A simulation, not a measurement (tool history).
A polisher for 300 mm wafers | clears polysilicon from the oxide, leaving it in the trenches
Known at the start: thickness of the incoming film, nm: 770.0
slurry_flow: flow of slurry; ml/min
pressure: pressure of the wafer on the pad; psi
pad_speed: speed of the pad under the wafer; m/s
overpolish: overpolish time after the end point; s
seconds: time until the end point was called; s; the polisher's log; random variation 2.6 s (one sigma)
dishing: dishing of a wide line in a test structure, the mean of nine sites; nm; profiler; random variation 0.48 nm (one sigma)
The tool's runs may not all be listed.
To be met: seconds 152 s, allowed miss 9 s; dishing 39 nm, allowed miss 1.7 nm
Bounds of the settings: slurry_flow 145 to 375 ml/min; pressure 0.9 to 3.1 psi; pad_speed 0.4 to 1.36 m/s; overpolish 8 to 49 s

run,hour,slurry_flow,pressure,pad_speed,overpolish,seconds,dishing
1,0,240,2,0.88,25,83.748,43.811
2,5.6,240,2,0.88,17,85.668,42.988
3,12.5,240,1.8,0.88,16,94.939,41.226
4,21.2,240,1.8,0.88,11,93.986,38.022
5,27.6,240,1.8,0.76,11,110.04,35.237
6,32.6,240,1.8,0.76,8,107.83,30.941
7,41.1,240,1.7,0.78,9,114.21,32.498
8,50,235,1.1,0.94,21,142.75,40.382
# hour 54.6: head pressure recalibrated
9,54.6,235,1.1,0.94,20,134.62,40.419

5 next moves are on the table. One of them brings every result within its allowed miss. Which?
A,59.2,300,1.3,0.82,16,?,?
B,59.2,305,1.2,0.92,15,?,?
C,59.2,325,1,1,19,?,?
D,59.2,280,1.2,0.96,19,?,?
E,59.2,235,1.1,0.82,20,?,?

move,seconds,dishing
A,130.16,37.767
B,125.45,37.472
C,136.7,38.961
D,121.37,39.929
E,156.62,38.158
A: further off than the last run
B: further off than the last run
C: nearer than the last run, and not there yet
D: further off than the last run
E: meets every target
The right move is E.
